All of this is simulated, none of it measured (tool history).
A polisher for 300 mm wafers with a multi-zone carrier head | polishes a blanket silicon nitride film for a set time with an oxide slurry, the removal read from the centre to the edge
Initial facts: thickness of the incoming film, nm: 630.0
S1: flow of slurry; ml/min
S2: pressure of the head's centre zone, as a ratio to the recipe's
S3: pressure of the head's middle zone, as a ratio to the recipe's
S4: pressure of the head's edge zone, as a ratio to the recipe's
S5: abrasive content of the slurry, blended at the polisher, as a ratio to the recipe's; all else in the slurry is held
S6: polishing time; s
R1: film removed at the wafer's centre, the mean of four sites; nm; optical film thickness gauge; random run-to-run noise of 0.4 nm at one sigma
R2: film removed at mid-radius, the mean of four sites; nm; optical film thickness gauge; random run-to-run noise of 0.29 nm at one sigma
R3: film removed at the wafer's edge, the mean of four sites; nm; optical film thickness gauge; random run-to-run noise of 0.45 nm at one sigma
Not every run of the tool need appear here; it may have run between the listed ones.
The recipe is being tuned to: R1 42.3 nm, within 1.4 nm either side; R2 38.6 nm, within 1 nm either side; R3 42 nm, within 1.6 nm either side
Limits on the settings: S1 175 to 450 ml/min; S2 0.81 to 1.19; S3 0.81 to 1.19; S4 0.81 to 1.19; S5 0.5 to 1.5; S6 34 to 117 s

| run | hour | S1 | S2 | S3 | S4 | S5 | S6 | R1 | R2 | R3 |
|---|---|---|---|---|---|---|---|---|---|---|
| 1 | 0 | 290 | 1 | 1 | 1 | 1 | 75 | 60.201 | 60.381 | 59.947 |
| 2 | 2 | 290 | 1 | 1 | 1.07 | 1 | 75 | 59.287 | 59.97 | 62.319 |
| 3 | 4.6 | 290 | 1 | 1 | 1.07 | 1 | 68 | 53.637 | 54.626 | 57.217 |
| 4 | 12.2 | 290 | 1 | 0.96 | 1.07 | 1 | 68 | 54.154 | 52.479 | 55.787 |
| 5 | 17.8 | 290 | 1.04 | 0.96 | 1.07 | 1 | 68 | 55.961 | 52.897 | 55.733 |
| 6 | 24 | 285 | 1.01 | 0.93 | 1.04 | 0.9 | 68 | 50.645 | 47.749 | 52.987 |
| 7 | 25.9 | 295 | 1.01 | 0.92 | 0.99 | 0.85 | 67 | 48.703 | 45.546 | 48.882 |
| 8 | 31.6 | 265 | 0.94 | 0.82 | 0.89 | 0.7 | 67 | 39.602 | 36.234 | 39.631 |
| 9 | 35.7 | 280 | 0.95 | 0.83 | 0.9 | 0.7 | 67 | 39.98 | 36.576 | 41.016 |
| 10 | 40.7 | 285 | 0.96 | 0.84 | 0.9 | 0.7 | 67 | 40.685 | 37.414 | 40.696 |
| 11 | 48.6 | 290 | 0.97 | 0.84 | 0.91 | 0.7 | 67 | 40.891 | 37.223 | 40.569 |
| 12 | 56.7 | 290 | 0.98 | 0.85 | 0.92 | 0.7 | 67 | 41.291 | 37.326 | 41.132 |

Exactly one of the 5 candidate moves below puts every result within its allowed miss. Which one?
| A | 64.8 | 250 | 1.04 | 0.85 | 0.81 | 0.8 | 60 | ? | ? | ? |
| B | 64.8 | 315 | 1.02 | 0.9 | 1 | 0.55 | 79 | ? | ? | ? |
| C | 64.8 | 295 | 1.05 | 0.81 | 0.89 | 0.75 | 66 | ? | ? | ? |
| D | 64.8 | 295 | 0.96 | 1.01 | 0.87 | 0.7 | 64 | ? | ? | ? |
| E | 64.8 | 310 | 0.98 | 0.85 | 0.94 | 0.6 | 84 | ? | ? | ? |

| move | R1 | R2 | R3 |
|---|---|---|---|
| A | 42.533 | 36.18 | 37.885 |
| B | 41.907 | 38.03 | 41.673 |
| C | 45.772 | 37.033 | 41.989 |
| D | 38.677 | 41.1 | 38.277 |
| E | 46.076 | 41.558 | 46.382 |
A: the biggest miss grows against the last run
B: every result lands within tolerance
C: the biggest miss grows against the last run
D: takes the result that was furthest off past its target
E: takes the result that was furthest off past its target
Move B is the one to make.

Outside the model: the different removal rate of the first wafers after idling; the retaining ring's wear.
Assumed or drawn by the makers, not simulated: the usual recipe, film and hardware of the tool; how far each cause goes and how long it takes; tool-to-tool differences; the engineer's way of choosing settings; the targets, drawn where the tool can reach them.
